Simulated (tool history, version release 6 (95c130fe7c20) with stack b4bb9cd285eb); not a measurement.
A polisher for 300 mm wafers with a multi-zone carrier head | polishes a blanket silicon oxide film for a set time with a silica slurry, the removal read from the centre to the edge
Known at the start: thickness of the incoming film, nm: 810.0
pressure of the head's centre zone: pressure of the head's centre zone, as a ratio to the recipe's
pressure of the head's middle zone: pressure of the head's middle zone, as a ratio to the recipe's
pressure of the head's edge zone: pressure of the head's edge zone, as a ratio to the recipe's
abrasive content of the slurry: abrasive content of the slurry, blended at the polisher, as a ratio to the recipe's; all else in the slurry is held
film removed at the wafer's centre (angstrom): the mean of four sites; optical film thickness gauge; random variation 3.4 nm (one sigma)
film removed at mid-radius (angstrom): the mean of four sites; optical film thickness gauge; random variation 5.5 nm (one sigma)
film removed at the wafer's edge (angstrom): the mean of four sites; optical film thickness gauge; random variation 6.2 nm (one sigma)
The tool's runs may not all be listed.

run	hour	flow of slurry (ml/min)	pressure of the head's centre zone	pressure of the head's middle zone	pressure of the head's edge zone	abrasive content of the slurry	polishing time (s)	film removed at the wafer's centre (angstrom)	film removed at mid-radius (angstrom)	film removed at the wafer's edge (angstrom)
1	0.0	310	1.00	1.00	1.00	1.00	70	3134.2	3069.4	3047.8
2	6.1	310	1.00	1.09	1.00	1.00	70	3114.8	3207.9	3097.9
3	14.7	310	1.00	1.10	1.01	1.05	70	3247.5	3426.8	3180.3
4	16.6	310	1.00	1.10	1.05	1.05	70	3247.5	3369.0	3239.5
5	23.5	310	1.00	1.06	1.05	1.05	70	3199.5	3257.0	3260.1
6	30.9	310	1.00	1.06	1.13	1.05	70	3228.2	3269.0	3255.5
7	36.0	310	1.00	1.06	1.13	1.10	71	3413.7	3366.9	3402.1

Forecast run 8:
8	39.4	315	0.97	1.16	1.18	1.35	74	?	?	?

Run 8 gave film removed at the wafer's centre (angstrom) 3860.8, film removed at mid-radius (angstrom) 4296.4, film removed at the wafer's edge (angstrom) 3974.6.
